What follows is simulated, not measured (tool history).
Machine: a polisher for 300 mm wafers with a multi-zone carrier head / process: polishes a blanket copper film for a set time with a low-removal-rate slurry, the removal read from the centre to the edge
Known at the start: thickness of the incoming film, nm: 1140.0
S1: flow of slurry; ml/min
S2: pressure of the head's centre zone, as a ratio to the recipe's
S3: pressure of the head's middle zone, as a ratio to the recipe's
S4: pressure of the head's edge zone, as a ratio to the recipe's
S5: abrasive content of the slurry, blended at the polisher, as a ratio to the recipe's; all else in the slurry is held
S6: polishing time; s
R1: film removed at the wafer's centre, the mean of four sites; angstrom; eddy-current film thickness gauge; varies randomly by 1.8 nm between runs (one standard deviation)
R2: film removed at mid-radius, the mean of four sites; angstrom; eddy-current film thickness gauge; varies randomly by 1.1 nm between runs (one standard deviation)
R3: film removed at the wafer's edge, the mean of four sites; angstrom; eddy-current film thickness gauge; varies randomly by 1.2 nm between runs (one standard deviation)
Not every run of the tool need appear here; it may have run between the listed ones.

run	day	S1	S2	S3	S4	S5	S6	R1	R2	R3
1	0	195	1	1	1	1	65	1383.4	1381.2	1347
2	0.121	195	1	0.94	1	1	65	1335.6	1307.5	1356.1
3	0.158	195	1	0.94	1	1	79	1623.7	1601	1641.7
4	0.275	195	1	0.88	1	1	79	1634.4	1539.3	1626.8
5	0.533	195	1	0.81	1	1	79	1625	1424.5	1651.1
6	0.658	195	0.92	0.81	1	1	79	1542.5	1421.7	1648.1
7	0.842	200	0.91	0.82	1.01	1	79	1512.6	1415.6	1681.6
8	1.183	205	0.91	0.83	1.02	1	79	1522.5	1465.6	1672.7
9	1.479	210	0.91	0.83	1.03	1	79	1478.8	1456.6	1689.3
10	1.817	215	0.92	0.83	1.03	1	79	1493.9	1474.1	1678.6
11	2.038	215	0.92	0.83	1.04	1.05	79	1536.9	1466.7	1712.5
12	2.167	220	0.92	0.83	1.05	1.05	79	1553.9	1506	1727.4
13	2.417	220	0.92	0.83	1.06	1.05	79	1589.8	1489	1733.9
14	2.529	225	0.91	0.83	1.07	1.05	79	1523.7	1487.4	1733.7

The next listed run, before its measurement:
15	2.725	230	0.91	0.83	1.08	1.05	79	?	?	?

Run 15 yielded R1 1541.4 angstrom, R2 1490.1 angstrom, R3 1746.3 angstrom.

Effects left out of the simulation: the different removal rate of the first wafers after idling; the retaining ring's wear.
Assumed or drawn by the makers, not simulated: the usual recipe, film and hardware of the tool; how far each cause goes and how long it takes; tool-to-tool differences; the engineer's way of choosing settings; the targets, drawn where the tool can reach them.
